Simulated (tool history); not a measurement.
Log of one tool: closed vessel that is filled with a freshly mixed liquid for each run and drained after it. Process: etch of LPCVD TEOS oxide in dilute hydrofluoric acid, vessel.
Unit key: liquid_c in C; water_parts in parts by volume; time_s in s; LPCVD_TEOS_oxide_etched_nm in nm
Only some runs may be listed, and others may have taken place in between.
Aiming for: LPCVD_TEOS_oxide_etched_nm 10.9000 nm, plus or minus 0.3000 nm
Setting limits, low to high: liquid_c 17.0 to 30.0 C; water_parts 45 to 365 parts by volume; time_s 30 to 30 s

| run | hour | liquid_c | water_parts | time_s | LPCVD_TEOS_oxide_etched_nm |
|---|---|---|---|---|---|
| 1 | 0.0 | 22.0 | 205 | 30 | 4.5108 |
| 2 | 3.9 | 23.0 | 190 | 30 | 5.2286 |
| 3 | 11.1 | 24.0 | 180 | 30 | 5.7504 |
| 4 | 17.1 | 22.0 | 180 | 30 | 5.3128 |
| 5 | 25.6 | 23.0 | 170 | 30 | 5.8774 |
| 6 | 29.2 | 23.0 | 125 | 30 | 8.4041 |
| 7 | 36.9 | 24.0 | 125 | 30 | 8.7004 |
| 8 | 38.7 | 25.0 | 125 | 30 | 9.1782 |
| 9 | 39.8 | 25.5 | 125 | 30 | 9.2975 |
| 10 | 48.2 | 26.0 | 125 | 30 | 9.4367 |
| 11 | 57.2 | 30.0 | 120 | 30 | 11.6500 |

Which one of the following 5 next-run settings gets every result inside its allowed miss? There is exactly one.
| A | 66.2 | 27.5 | 125 | 30 | ? |
| B | 66.2 | 29.0 | 130 | 30 | ? |
| C | 66.2 | 28.5 | 120 | 30 | ? |
| D | 66.2 | 26.5 | 105 | 30 | ? |
| E | 66.2 | 28.5 | 130 | 30 | ? |

| move | LPCVD_TEOS_oxide_etched_nm |
|---|---|
| A | 10.0600 |
| B | 10.1630 |
| C | 10.9500 |
| D | 11.8290 |
| E | 9.9762 |
A: carries the result that was furthest off beyond its target, to the other side
B: carries the result that was furthest off beyond its target, to the other side
C: every result within its allowed miss
D: the biggest miss grows against the last run
E: carries the result that was furthest off beyond its target, to the other side
The right move is C.
